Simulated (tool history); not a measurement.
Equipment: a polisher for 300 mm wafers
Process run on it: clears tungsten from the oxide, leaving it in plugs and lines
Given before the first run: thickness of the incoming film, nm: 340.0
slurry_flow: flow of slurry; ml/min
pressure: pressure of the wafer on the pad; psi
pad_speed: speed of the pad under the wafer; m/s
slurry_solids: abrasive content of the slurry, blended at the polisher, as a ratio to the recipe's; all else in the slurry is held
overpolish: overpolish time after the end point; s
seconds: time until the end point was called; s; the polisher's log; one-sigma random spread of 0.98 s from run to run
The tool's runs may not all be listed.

run	hour	slurry_flow	pressure	pad_speed	slurry_solids	overpolish	seconds
1	0	300	3.9	0.98	1	24	81.411
2	3.5	300	3.9	0.74	1	24	105.51
3	9.9	300	3.8	0.74	1	24	107.7
4	18.8	300	3.8	0.74	1	24	109.03
5	24.7	225	3.8	0.74	1	24	111.98
6	27.7	225	3.8	0.74	1.1	24	110.52
7	35.5	225	3.8	0.74	1.1	24	110.12

What will run 8 give?
8	36.6	225	3.7	0.74	1.1	24	?

seconds: 113.9 s
